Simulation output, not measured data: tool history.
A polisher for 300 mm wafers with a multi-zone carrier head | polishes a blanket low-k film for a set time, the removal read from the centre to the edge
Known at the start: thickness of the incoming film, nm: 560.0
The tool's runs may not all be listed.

run    day  flow of slurry (ml/min)  pressure of the head's centre zone  pressure of the head's middle zone  pressure of the head's edge zone  abrasive content of the slurry  polishing time (s)  film removed at the wafer's centre (Å)  film removed at mid-radius (Å)  film removed at the wafer's edge (Å)
  1      0                      220                                   1                                   1                                 1                               1                  69                                   246.3                          247.47                                247.96
  2  0.238                      195                                   1                                   1                                 1                               1                  69                                  245.79                          246.08                                245.67
  3  0.304                      195                                0.99                                0.98                              0.98                            0.95                  67                                  225.39                          224.26                                227.45
  4  0.379                      190                                0.98                                0.97                              0.96                             0.9                  66                                  210.76                          211.28                                216.97
  5  0.683                      190                                0.98                                0.96                              0.94                            0.85                  65                                  194.31                          195.41                                196.49
  6   0.95                      190                                0.98                                0.96                              0.89                            0.85                  65                                  200.68                          197.41                                 194.8
  7  1.096                      190                                0.98                                0.95                              0.88                             0.8                  65                                  185.11                          183.72                                179.68
  8  1.121                      160                                0.94                                0.85                              0.81                            0.65                  64                                  134.62                          126.44                                136.69
  9  1.496                      165                                0.94                                0.85                              0.81                            0.65                  64                                  135.43                          129.98                                135.19
 10  1.804                      170                                0.94                                0.85                              0.82                            0.65                  64                                  135.66                          128.92                                138.38
 11  1.867                      175                                0.94                                0.85                              0.82                            0.65                  64                                  138.79                          130.24                                 140.5
 12  2.208                      180                                0.94                                0.85                              0.82                            0.65                  64                                  136.27                          129.71                                140.59

The next listed run, before its measurement:
 13  2.392                      185                                0.94                                0.85                              0.82                            0.65                  64                                       ?                               ?                                     ?

film removed at the wafer's centre (Å): 137.37
film removed at mid-radius (Å): 131.82
film removed at the wafer's edge (Å): 139.98

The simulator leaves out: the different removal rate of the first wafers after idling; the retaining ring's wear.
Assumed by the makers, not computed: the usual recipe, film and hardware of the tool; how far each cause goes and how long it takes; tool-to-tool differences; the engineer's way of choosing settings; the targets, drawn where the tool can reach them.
